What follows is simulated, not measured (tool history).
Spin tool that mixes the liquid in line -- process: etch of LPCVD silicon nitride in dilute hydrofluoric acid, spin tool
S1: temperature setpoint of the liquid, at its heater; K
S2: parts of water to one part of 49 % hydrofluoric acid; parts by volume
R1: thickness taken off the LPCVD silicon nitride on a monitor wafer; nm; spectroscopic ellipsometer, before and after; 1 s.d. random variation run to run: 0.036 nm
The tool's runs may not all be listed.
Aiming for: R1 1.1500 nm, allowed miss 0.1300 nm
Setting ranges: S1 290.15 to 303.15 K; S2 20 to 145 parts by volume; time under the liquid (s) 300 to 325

{"run": 1, "hour": 0.0, "S1": 295.15, "S2": 80, "time under the liquid (s)": 300, "R1": 1.7693}
{"run": 2, "hour": 5.3, "S1": 295.15, "S2": 80, "time under the liquid (s)": 325, "R1": 2.0483}
{"run": 3, "hour": 13.3, "S1": 294.15, "S2": 85, "time under the liquid (s)": 320, "R1": 1.7476}
{"run": 4, "hour": 15.4, "S1": 294.15, "S2": 100, "time under the liquid (s)": 320, "R1": 1.4934}
{"run": 5, "hour": 16.5, "S1": 296.65, "S2": 100, "time under the liquid (s)": 320, "R1": 1.8445}
{"run": 6, "hour": 20.6, "S1": 296.65, "S2": 80, "time under the liquid (s)": 320, "R1": 2.0711}
{"run": 7, "hour": 23.1, "S1": 295.65, "S2": 90, "time under the liquid (s)": 315, "R1": 1.7855}
{"run": 8, "hour": 24.4, "S1": 294.65, "S2": 95, "time under the liquid (s)": 315, "R1": 1.5299}
{"run": 9, "hour": 31.4, "S1": 294.15, "S2": 95, "time under the liquid (s)": 315, "R1": 1.5955}
{"run": 10, "hour": 38.4, "S1": 294.15, "S2": 95, "time under the liquid (s)": 315, "R1": 1.5741}
{"run": 11, "hour": 43.9, "S1": 293.65, "S2": 100, "time under the liquid (s)": 315, "R1": 1.4028}
{"run": 12, "hour": 49.2, "S1": 293.15, "S2": 100, "time under the liquid (s)": 315, "R1": 1.3754}
{"run": 13, "hour": 54.1, "S1": 292.65, "S2": 100, "time under the liquid (s)": 315, "R1": 1.3699}

Pick the move, out of 5, that brings all results within their allowed miss; only one does.
{"run": "A", "hour": 59.0, "S1": 293.15, "S2": 90, "time under the liquid (s)": 325, "R1": "?"}
{"run": "B", "hour": 59.0, "S1": 297.15, "S2": 85, "time under the liquid (s)": 325, "R1": "?"}
{"run": "C", "hour": 59.0, "S1": 296.15, "S2": 115, "time under the liquid (s)": 315, "R1": "?"}
{"run": "D", "hour": 59.0, "S1": 294.15, "S2": 90, "time under the liquid (s)": 305, "R1": "?"}
{"run": "E", "hour": 59.0, "S1": 291.65, "S2": 105, "time under the liquid (s)": 320, "R1": "?"}

move=A R1=1.4701
move=B R1=2.0355
move=C R1=1.3708
move=D R1=1.4768
move=E R1=1.1239
A: the biggest miss grows against the last run
B: the biggest miss grows against the last run
C: just as far off the targets as the last run
D: the biggest miss grows against the last run
E: meets every target
Answer: E
